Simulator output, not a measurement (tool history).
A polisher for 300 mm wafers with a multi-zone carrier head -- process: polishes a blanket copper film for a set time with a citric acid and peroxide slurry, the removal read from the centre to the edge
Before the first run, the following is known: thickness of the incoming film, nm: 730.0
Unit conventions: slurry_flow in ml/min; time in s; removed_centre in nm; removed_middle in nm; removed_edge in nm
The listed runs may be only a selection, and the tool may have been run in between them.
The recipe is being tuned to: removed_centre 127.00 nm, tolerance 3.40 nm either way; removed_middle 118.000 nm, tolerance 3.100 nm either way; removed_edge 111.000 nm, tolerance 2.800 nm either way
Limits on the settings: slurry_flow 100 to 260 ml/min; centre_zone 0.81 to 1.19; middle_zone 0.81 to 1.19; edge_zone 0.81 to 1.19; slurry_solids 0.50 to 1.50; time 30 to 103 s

| run | hour | slurry_flow | centre_zone | middle_zone | edge_zone | slurry_solids | time | removed_centre | removed_middle | removed_edge |
|---|---|---|---|---|---|---|---|---|---|---|
| 1 | 0.0 | 165 | 1.00 | 1.00 | 1.00 | 1.00 | 66 | 186.93 | 187.510 | 193.680 |
| 2 | 5.9 | 165 | 1.01 | 1.00 | 0.98 | 0.95 | 63 | 175.73 | 177.240 | 183.710 |
| 3 | 12.9 | 170 | 1.03 | 1.01 | 0.96 | 0.90 | 60 | 171.15 | 169.240 | 169.570 |
| 4 | 15.2 | 170 | 1.03 | 1.01 | 0.96 | 0.90 | 69 | 195.13 | 193.880 | 194.720 |
| 5 | 18.3 | 170 | 1.09 | 1.01 | 0.96 | 0.90 | 69 | 210.28 | 196.360 | 196.440 |
| 6 | 26.0 | 170 | 1.09 | 1.01 | 0.96 | 1.05 | 69 | 215.70 | 203.000 | 202.250 |
| 7 | 27.2 | 170 | 1.09 | 1.01 | 0.95 | 1.00 | 66 | 204.82 | 189.740 | 189.820 |
| 8 | 29.0 | 170 | 1.09 | 1.01 | 0.94 | 0.95 | 63 | 191.48 | 179.890 | 177.460 |
| 9 | 35.8 | 170 | 1.09 | 1.01 | 0.93 | 0.90 | 61 | 184.57 | 171.500 | 170.460 |
| 10 | 42.0 | 175 | 1.09 | 1.01 | 0.92 | 0.85 | 59 | 178.36 | 165.830 | 163.900 |
|  | 46.9 | slurry nozzle cleaned |
| 11 | 46.9 | 175 | 1.09 | 1.01 | 0.91 | 0.80 | 57 | 180.98 | 168.550 | 160.170 |
| 12 | 49.5 | 140 | 0.99 | 0.91 | 0.82 | 0.60 | 39 | 101.65 | 98.635 | 97.065 |

Pick the move, out of 4, that brings all results within their allowed miss; only one does.
| A | 52.1 | 150 | 1.09 | 0.92 | 0.84 | 0.50 | 45 | ? | ? | ? |
| B | 52.1 | 195 | 1.19 | 1.07 | 0.81 | 0.50 | 42 | ? | ? | ? |
| C | 52.1 | 155 | 1.06 | 1.05 | 0.81 | 0.60 | 42 | ? | ? | ? |
| D | 52.1 | 130 | 1.07 | 0.97 | 0.81 | 0.55 | 46 | ? | ? | ? |

| move | removed_centre | removed_middle | removed_edge |
|---|---|---|---|
| A | 126.31 | 110.970 | 109.360 |
| B | 134.14 | 117.100 | 102.970 |
| C | 119.46 | 116.370 | 104.300 |
| D | 125.98 | 116.510 | 110.270 |
A: puts the biggest miss on target and leaves a different result outside tolerance
B: takes the result that was furthest off past its target
C: moves toward the targets from the last run without getting all of them in spec
D: meets every target
Correct choice: D, which meets every target
